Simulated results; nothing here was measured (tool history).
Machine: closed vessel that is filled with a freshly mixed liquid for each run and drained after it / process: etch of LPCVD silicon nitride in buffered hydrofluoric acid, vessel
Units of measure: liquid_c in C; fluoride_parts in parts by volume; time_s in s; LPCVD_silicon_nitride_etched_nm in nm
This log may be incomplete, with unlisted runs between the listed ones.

run	day	liquid_c	fluoride_parts	time_s	LPCVD_silicon_nitride_etched_nm
1	0	24	13.5	2825	31.926
2	0.288	26.5	12	2830	41.436
3	0.571	26.5	14.5	2830	34.035
4	0.767	28	13	2835	41.738
5	0.838	29.5	13	2835	44.211
6	1.238	30	12	2840	50.582

Run 7 has not been measured yet. What should we expect?
7	1.408	30.5	11.5	2840	?

{"run 7": {"LPCVD_silicon_nitride_etched_nm": 52.957}}

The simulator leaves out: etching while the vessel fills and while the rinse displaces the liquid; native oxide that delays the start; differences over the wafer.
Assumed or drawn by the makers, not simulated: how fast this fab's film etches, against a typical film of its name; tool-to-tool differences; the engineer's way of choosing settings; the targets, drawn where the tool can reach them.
